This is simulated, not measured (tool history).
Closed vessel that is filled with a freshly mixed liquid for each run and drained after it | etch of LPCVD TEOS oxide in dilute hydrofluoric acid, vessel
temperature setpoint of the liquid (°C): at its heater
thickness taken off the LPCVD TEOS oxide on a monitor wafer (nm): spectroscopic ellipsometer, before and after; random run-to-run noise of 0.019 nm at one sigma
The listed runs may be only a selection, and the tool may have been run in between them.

run	day	temperature setpoint of the liquid (°C)	parts of water to one part of 49 % hydrofluoric acid (parts by volume)	time in the liquid (s)	thickness taken off the LPCVD TEOS oxide on a monitor wafer (nm)
1	0.000	25.0	200	30	3.6614
2	0.362	26.0	195	30	3.9295
3	0.671	27.5	195	30	4.1527
4	0.775	30.0	195	30	4.5039
5	0.946	30.0	195	30	4.5400
6	1.171	30.0	195	30	4.5322
7	1.375	30.5	190	30	4.7736
8	1.721	31.0	190	30	4.8424
9	1.912	31.5	190	30	4.9562

Run 10 comes next. What will it give?
10	2.004	32.5	185	30	?

thickness taken off the LPCVD TEOS oxide on a monitor wafer (nm): 5.3031
